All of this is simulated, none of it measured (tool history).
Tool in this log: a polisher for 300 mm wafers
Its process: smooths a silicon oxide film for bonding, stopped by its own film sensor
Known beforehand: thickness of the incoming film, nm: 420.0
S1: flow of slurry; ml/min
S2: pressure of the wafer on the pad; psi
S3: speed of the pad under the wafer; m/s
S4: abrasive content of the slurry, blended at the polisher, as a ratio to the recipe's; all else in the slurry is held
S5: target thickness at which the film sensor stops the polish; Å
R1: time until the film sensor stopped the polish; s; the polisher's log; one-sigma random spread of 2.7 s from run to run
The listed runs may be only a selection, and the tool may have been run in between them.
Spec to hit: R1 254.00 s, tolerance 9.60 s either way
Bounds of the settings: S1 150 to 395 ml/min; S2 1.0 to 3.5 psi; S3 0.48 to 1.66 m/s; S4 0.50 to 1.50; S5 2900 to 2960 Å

run 1 hour=0.0 | S1=250 S2=2.2 S3=1.06 S4=1.00 S5=2960 | R1=163.71
run 2 hour=0.9 | S1=225 S2=2.2 S3=1.06 S4=1.00 S5=2960 | R1=160.56
run 3 hour=6.4 | S1=225 S2=1.9 S3=1.06 S4=1.00 S5=2960 | R1=190.91
run 4 hour=7.3 | S1=225 S2=1.8 S3=1.06 S4=1.00 S5=2960 | R1=199.29
run 5 hour=9.1 | S1=225 S2=1.7 S3=1.06 S4=1.00 S5=2960 | R1=211.84
run 6 hour=10.8 | S1=225 S2=1.7 S3=0.96 S4=1.00 S5=2960 | R1=221.77
run 7 hour=16.0 | S1=225 S2=1.6 S3=0.96 S4=1.00 S5=2960 | R1=243.17
run 8 hour=20.8 | S1=225 S2=1.6 S3=0.96 S4=1.00 S5=2960 | R1=239.73

Which one of the following 4 next-run settings gets every result inside its allowed miss? There is exactly one.
run A hour=25.6 | S1=280 S2=1.6 S3=1.02 S4=1.00 S5=2960 | R1=?
run B hour=25.6 | S1=220 S2=1.9 S3=0.76 S4=1.10 S5=2960 | R1=?
run C hour=25.6 | S1=210 S2=1.4 S3=1.12 S4=1.00 S5=2900 | R1=?
run D hour=25.6 | S1=260 S2=1.7 S3=1.04 S4=0.95 S5=2900 | R1=?

move=A R1=226.04
move=B R1=227.15
move=C R1=261.82
move=D R1=228.44
A: further off than the last run
B: further off than the last run
C: hits every target within its allowed miss
D: further off than the last run
So the answer is move C, the one that meets all the targets.
